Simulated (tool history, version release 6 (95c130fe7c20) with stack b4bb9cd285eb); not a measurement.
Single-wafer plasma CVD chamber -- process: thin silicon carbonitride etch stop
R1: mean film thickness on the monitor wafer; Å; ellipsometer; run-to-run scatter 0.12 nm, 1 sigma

run 1 hour=0.0 | RF_power_(kW)=0.260 deposition_time_(s)=25.5 | R1=162.44
run 2 hour=0.5 | RF_power_(kW)=0.260 deposition_time_(s)=29.0 | R1=186.16
run 3 hour=1.9 | RF_power_(kW)=0.260 deposition_time_(s)=25.9 | R1=165.53
run 4 hour=2.6 | RF_power_(kW)=0.275 deposition_time_(s)=25.9 | R1=166.90
run 5 hour=9.0 | RF_power_(kW)=0.280 deposition_time_(s)=26.6 | R1=173.34
run 6 hour=16.0 | RF_power_(kW)=0.300 deposition_time_(s)=26.6 | R1=176.05
run 7 hour=20.6 | RF_power_(kW)=0.305 deposition_time_(s)=27.1 | R1=180.56

Estimate the outcome of run 8 from the log above:
run 8 hour=23.9 | RF_power_(kW)=0.305 deposition_time_(s)=27.6 | R1=?

{"run 8": {"R1": 183.2}}
